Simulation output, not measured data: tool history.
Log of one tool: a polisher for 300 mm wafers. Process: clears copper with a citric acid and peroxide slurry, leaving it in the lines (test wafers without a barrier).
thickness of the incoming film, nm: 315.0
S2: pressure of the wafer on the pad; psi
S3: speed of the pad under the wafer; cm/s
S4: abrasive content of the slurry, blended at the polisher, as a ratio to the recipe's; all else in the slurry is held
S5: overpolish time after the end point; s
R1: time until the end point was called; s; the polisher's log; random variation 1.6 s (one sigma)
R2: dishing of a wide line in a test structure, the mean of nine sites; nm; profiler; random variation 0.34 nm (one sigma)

run 1 day=0.000 | flow_of_slurry_(ml/min)=135 S2=4.0 S3=84 S4=1.00 S5=25 | R1=124.38 R2=48.917
run 2 day=0.267 | flow_of_slurry_(ml/min)=135 S2=4.0 S3=84 S4=1.20 S5=25 | R1=124.10 R2=50.094
run 3 day=0.288 | flow_of_slurry_(ml/min)=135 S2=3.8 S3=88 S4=1.05 S5=22 | R1=123.51 R2=43.999
run 4 day=0.425 | flow_of_slurry_(ml/min)=135 S2=3.8 S3=88 S4=1.05 S5=14 | R1=123.59 R2=29.783
run 5 day=0.608 | flow_of_slurry_(ml/min)=135 S2=3.8 S3=88 S4=0.90 S5=14 | R1=127.21 R2=28.583
run 6 day=0.762 | flow_of_slurry_(ml/min)=135 S2=3.8 S3=88 S4=0.90 S5=19 | R1=129.66 R2=36.750

Forecast run 7:
run 7 day=1.121 | flow_of_slurry_(ml/min)=145 S2=3.9 S3=84 S4=1.00 S5=17 | R1=? R2=?

R1: 125.24 s
R2: 34.259 nm

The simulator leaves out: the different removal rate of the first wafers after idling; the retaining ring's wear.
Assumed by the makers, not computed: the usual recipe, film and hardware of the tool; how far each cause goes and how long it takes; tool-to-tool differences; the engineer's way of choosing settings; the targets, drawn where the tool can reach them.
